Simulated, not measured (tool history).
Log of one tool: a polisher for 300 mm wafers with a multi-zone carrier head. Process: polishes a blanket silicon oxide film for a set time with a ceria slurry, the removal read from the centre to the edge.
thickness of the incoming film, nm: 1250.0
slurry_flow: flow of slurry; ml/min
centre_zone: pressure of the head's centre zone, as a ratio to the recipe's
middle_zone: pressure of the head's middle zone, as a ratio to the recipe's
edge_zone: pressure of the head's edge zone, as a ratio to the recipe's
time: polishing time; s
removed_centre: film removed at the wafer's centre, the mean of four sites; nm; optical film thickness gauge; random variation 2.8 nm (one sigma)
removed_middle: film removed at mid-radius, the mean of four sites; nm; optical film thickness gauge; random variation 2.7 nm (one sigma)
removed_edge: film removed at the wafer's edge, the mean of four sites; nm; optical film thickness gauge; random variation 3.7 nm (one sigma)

{"run": 1, "hour": 0.0, "slurry_flow": 170, "centre_zone": 1.0, "middle_zone": 1.0, "edge_zone": 1.0, "time": 57, "removed_centre": 286.18, "removed_middle": 289.97, "removed_edge": 279.9}
{"run": 2, "hour": 8.5, "slurry_flow": 140, "centre_zone": 1.0, "middle_zone": 1.0, "edge_zone": 1.0, "time": 57, "removed_centre": 276.82, "removed_middle": 276.8, "removed_edge": 281.48}
{"run": 3, "hour": 9.4, "slurry_flow": 140, "centre_zone": 1.0, "middle_zone": 1.0, "edge_zone": 0.92, "time": 57, "removed_centre": 274.02, "removed_middle": 281.76, "removed_edge": 271.83}
{"run": 4, "hour": 15.0, "slurry_flow": 140, "centre_zone": 1.0, "middle_zone": 1.0, "edge_zone": 0.87, "time": 57, "removed_centre": 271.89, "removed_middle": 280.26, "removed_edge": 254.5}
{"run": 5, "hour": 22.5, "slurry_flow": 140, "centre_zone": 1.0, "middle_zone": 1.0, "edge_zone": 0.87, "time": 47, "removed_centre": 224.8, "removed_middle": 231.1, "removed_edge": 219.23}
{"run": 6, "hour": 26.5, "slurry_flow": 130, "centre_zone": 0.99, "middle_zone": 1.0, "edge_zone": 0.94, "time": 52, "removed_centre": 242.98, "removed_middle": 255.91, "removed_edge": 244.27}
{"run": 7, "hour": 30.7, "slurry_flow": 120, "centre_zone": 0.98, "middle_zone": 0.98, "edge_zone": 1.0, "time": 56, "removed_centre": 258.41, "removed_middle": 259.61, "removed_edge": 269.09}
{"run": 8, "hour": 34.1, "slurry_flow": 115, "centre_zone": 0.97, "middle_zone": 0.99, "edge_zone": 1.05, "time": 59, "removed_centre": 263.97, "removed_middle": 273.96, "removed_edge": 285.63}
{"run": 9, "hour": 39.4, "slurry_flow": 125, "centre_zone": 0.96, "middle_zone": 0.97, "edge_zone": 1.09, "time": 62, "removed_centre": 277.76, "removed_middle": 287.26, "removed_edge": 311.61}
{"run": 10, "hour": 44.5, "slurry_flow": 140, "centre_zone": 0.96, "middle_zone": 0.96, "edge_zone": 1.12, "time": 63, "removed_centre": 294.09, "removed_middle": 298.66, "removed_edge": 327.28}
{"run": 11, "hour": 47.9, "slurry_flow": 150, "centre_zone": 0.95, "middle_zone": 0.95, "edge_zone": 1.14, "time": 64, "removed_centre": 298.14, "removed_middle": 310.91, "removed_edge": 329.13}

The next listed run, before its measurement:
{"run": 12, "hour": 55.5, "slurry_flow": 140, "centre_zone": 0.96, "middle_zone": 0.95, "edge_zone": 1.15, "time": 66, "removed_centre": "?", "removed_middle": "?", "removed_edge": "?"}

removed_centre: 305.55 nm
removed_middle: 307.53 nm
removed_edge: 344.72 nm
